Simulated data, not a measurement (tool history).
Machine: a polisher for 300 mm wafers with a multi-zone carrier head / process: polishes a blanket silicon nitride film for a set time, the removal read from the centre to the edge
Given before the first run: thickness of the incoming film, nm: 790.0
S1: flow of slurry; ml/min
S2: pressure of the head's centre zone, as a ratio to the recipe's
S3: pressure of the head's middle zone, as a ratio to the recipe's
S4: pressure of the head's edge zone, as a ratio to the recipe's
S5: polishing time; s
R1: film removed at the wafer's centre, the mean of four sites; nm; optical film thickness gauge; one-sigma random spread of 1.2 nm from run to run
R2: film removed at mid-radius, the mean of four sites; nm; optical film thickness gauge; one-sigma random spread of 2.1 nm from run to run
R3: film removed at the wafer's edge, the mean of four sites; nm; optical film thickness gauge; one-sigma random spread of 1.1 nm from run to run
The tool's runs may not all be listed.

run,day,S1,S2,S3,S4,S5,R1,R2,R3
1,0,175,1,1,1,70,148.51,157.43,151.95
2,0.312,175,1,1.05,1,70,147.96,162.5,151.89
3,0.367,155,1,1.05,1,70,143.65,159.45,147.95
4,0.592,155,1,0.97,1,70,144.05,147.26,148.21
5,0.65,155,1,0.97,0.96,70,142.96,148.39,147.77
6,0.971,175,1,0.96,0.98,70,149.01,149.07,150.33
7,1.312,190,1,0.96,1,70,149.42,154.21,153.65

Expected results for the next run?
8,1.408,240,1.09,0.91,1.08,71,?,?,?

Run 8 came out at R1 171.36 nm, R2 155.75 nm, R3 163.81 nm.

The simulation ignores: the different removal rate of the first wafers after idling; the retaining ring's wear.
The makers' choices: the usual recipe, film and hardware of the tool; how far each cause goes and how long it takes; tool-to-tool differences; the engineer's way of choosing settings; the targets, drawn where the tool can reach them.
